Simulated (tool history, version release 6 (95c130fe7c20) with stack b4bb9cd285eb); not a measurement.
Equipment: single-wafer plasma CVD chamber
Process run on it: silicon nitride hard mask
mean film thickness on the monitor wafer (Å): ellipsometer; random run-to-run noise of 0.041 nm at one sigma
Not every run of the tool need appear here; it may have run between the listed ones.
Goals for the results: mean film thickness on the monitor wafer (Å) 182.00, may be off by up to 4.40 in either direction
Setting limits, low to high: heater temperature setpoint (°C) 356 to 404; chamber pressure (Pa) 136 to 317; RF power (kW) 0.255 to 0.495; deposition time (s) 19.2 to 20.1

| run | day | heater temperature setpoint (°C) | chamber pressure (Pa) | RF power (kW) | deposition time (s) | mean film thickness on the monitor wafer (Å) |
|---|---|---|---|---|---|---|
| 1 | 0.000 | 380 | 227 | 0.375 | 20.1 | 258.55 |
| 2 | 0.129 | 381 | 211 | 0.355 | 19.9 | 240.76 |
| 3 | 0.496 | 381 | 187 | 0.355 | 19.9 | 230.51 |
| 4 | 0.558 | 381 | 180 | 0.340 | 19.8 | 218.18 |
| 5 | 0.742 | 381 | 180 | 0.390 | 19.8 | 245.32 |
|  | 0.829 | thermocouple changed; heater temperature recalibrated |
| 6 | 0.829 | 391 | 180 | 0.390 | 19.8 | 244.76 |
| 7 | 0.950 | 391 | 175 | 0.370 | 19.7 | 230.61 |
| 8 | 1.221 | 391 | 169 | 0.355 | 19.6 | 219.43 |

Which of these 4 next moves meets every target?
| A | 1.492 | 387 | 159 | 0.320 | 19.2 | ? |
| B | 1.492 | 393 | 179 | 0.315 | 19.2 | ? |
| C | 1.492 | 394 | 161 | 0.320 | 19.2 | ? |
| D | 1.492 | 389 | 136 | 0.325 | 19.2 | ? |

| move | mean film thickness on the monitor wafer (Å) |
|---|---|
| A | 191.50 |
| B | 196.08 |
| C | 192.10 |
| D | 183.11 |
A: closes in on the targets versus the last run, not all within tolerance yet
B: closes in on the targets versus the last run, not all within tolerance yet
C: closes in on the targets versus the last run, not all within tolerance yet
D: all results land within tolerance of their targets
D is the move that brings every result within its allowed miss.
